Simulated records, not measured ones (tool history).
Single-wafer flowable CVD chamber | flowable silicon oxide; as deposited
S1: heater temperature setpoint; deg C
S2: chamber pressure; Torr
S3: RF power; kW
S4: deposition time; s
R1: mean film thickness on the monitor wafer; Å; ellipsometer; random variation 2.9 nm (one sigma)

run 1 hour=0.0 | S1=95 S2=0.610 S3=1.580 S4=684 | R1=3476.6
run 2 hour=1.1 | S1=89 S2=0.610 S3=1.580 S4=684 | R1=4181.5
run 3 hour=2.7 | S1=85 S2=0.610 S3=1.580 S4=684 | R1=4591.4
run 4 hour=7.4 | S1=81 S2=0.610 S3=1.580 S4=684 | R1=5121.6
-- hour=10.9 RF generator calibrated
run 5 hour=10.9 | S1=78 S2=0.610 S3=1.580 S4=684 | R1=5609.0
run 6 hour=15.1 | S1=76 S2=0.610 S3=1.580 S4=684 | R1=5835.4
run 7 hour=16.8 | S1=75 S2=0.610 S3=1.580 S4=684 | R1=6020.9

Forecast run 8:
run 8 hour=21.6 | S1=71 S2=0.610 S3=1.580 S4=684 | R1=?

R1: 6520.2 Å
